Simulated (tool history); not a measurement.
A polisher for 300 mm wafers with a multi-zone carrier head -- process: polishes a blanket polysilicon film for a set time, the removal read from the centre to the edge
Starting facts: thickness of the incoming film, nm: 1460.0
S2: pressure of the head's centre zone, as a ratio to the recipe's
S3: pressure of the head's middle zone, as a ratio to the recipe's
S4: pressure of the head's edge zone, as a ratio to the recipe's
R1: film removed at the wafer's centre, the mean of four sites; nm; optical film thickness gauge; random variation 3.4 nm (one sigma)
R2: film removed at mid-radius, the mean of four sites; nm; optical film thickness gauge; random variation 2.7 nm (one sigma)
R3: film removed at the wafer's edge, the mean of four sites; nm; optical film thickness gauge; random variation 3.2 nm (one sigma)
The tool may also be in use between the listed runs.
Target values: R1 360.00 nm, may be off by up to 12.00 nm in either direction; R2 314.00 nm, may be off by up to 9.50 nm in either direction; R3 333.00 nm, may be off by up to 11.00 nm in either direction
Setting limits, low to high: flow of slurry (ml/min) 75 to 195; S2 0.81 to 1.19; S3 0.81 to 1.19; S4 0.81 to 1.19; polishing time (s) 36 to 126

run 1 day=0.000 | flow_of_slurry_(ml/min)=125 S2=1.00 S3=1.00 S4=1.00 polishing_time_(s)=81 | R1=623.50 R2=598.68 R3=596.36
run 2 day=0.329 | flow_of_slurry_(ml/min)=125 S2=0.93 S3=1.00 S4=1.00 polishing_time_(s)=81 | R1=573.11 R2=604.46 R3=585.61
run 3 day=0.400 | flow_of_slurry_(ml/min)=120 S2=0.94 S3=0.96 S4=0.96 polishing_time_(s)=73 | R1=517.75 R2=517.67 R3=518.45
run 4 day=0.517 | flow_of_slurry_(ml/min)=115 S2=0.95 S3=0.94 S4=0.93 polishing_time_(s)=66 | R1=462.32 R2=453.40 R3=462.33
run 5 day=0.850 | flow_of_slurry_(ml/min)=140 S2=0.95 S3=0.94 S4=0.93 polishing_time_(s)=66 | R1=483.66 R2=471.37 R3=477.31
run 6 day=0.946 | flow_of_slurry_(ml/min)=120 S2=0.95 S3=0.94 S4=0.93 polishing_time_(s)=66 | R1=463.13 R2=456.39 R3=463.32
run 7 day=1.246 | flow_of_slurry_(ml/min)=120 S2=0.95 S3=0.94 S4=0.93 polishing_time_(s)=66 | R1=467.92 R2=453.90 R3=465.84
run 8 day=1.379 | flow_of_slurry_(ml/min)=115 S2=0.96 S3=0.93 S4=0.90 polishing_time_(s)=61 | R1=429.22 R2=414.49 R3=419.58
run 9 day=1.454 | flow_of_slurry_(ml/min)=110 S2=0.97 S3=0.91 S4=0.88 polishing_time_(s)=59 | R1=412.42 R2=386.29 R3=399.10
run 10 day=1.662 | flow_of_slurry_(ml/min)=105 S2=0.98 S3=0.90 S4=0.86 polishing_time_(s)=58 | R1=401.73 R2=376.51 R3=383.69
run 11 day=1.796 | flow_of_slurry_(ml/min)=100 S2=0.99 S3=0.88 S4=0.85 polishing_time_(s)=57 | R1=395.56 R2=355.00 R3=377.13
run 12 day=2.096 | flow_of_slurry_(ml/min)=95 S2=1.00 S3=0.88 S4=0.84 polishing_time_(s)=56 | R1=388.02 R2=343.85 R3=361.48
run 13 day=2.246 | flow_of_slurry_(ml/min)=90 S2=1.00 S3=0.88 S4=0.83 polishing_time_(s)=55 | R1=366.98 R2=330.70 R3=348.67
run 14 day=2.533 | flow_of_slurry_(ml/min)=85 S2=1.01 S3=0.88 S4=0.83 polishing_time_(s)=55 | R1=361.02 R2=321.11 R3=348.20
run 15 day=2.588 | flow_of_slurry_(ml/min)=85 S2=1.02 S3=0.89 S4=0.83 polishing_time_(s)=55 | R1=367.81 R2=325.36 R3=343.96

Which of these 5 next moves meets every target?
run A day=2.642 | flow_of_slurry_(ml/min)=110 S2=1.02 S3=0.89 S4=0.91 polishing_time_(s)=49 | R1=? R2=? R3=?
run B day=2.642 | flow_of_slurry_(ml/min)=85 S2=1.02 S3=0.95 S4=0.96 polishing_time_(s)=54 | R1=? R2=? R3=?
run C day=2.642 | flow_of_slurry_(ml/min)=90 S2=0.99 S3=0.93 S4=0.81 polishing_time_(s)=54 | R1=? R2=? R3=?
run D day=2.642 | flow_of_slurry_(ml/min)=75 S2=1.13 S3=0.91 S4=0.99 polishing_time_(s)=55 | R1=? R2=? R3=?
run E day=2.642 | flow_of_slurry_(ml/min)=80 S2=1.02 S3=0.81 S4=0.85 polishing_time_(s)=57 | R1=? R2=? R3=?

move=A R1=360.44 R2=316.18 R3=336.28
move=B R1=359.17 R2=337.22 R3=357.00
move=C R1=357.43 R2=338.65 R3=338.97
move=D R1=380.82 R2=314.03 R3=356.21
move=E R1=367.90 R2=304.46 R3=354.16
A: every result lands within tolerance
B: further off than the last run
C: further off than the last run
D: corrects the largest miss of the last run, while another result sits out of spec
E: takes the result that was furthest off past its target
Go with A: it meets all targets.
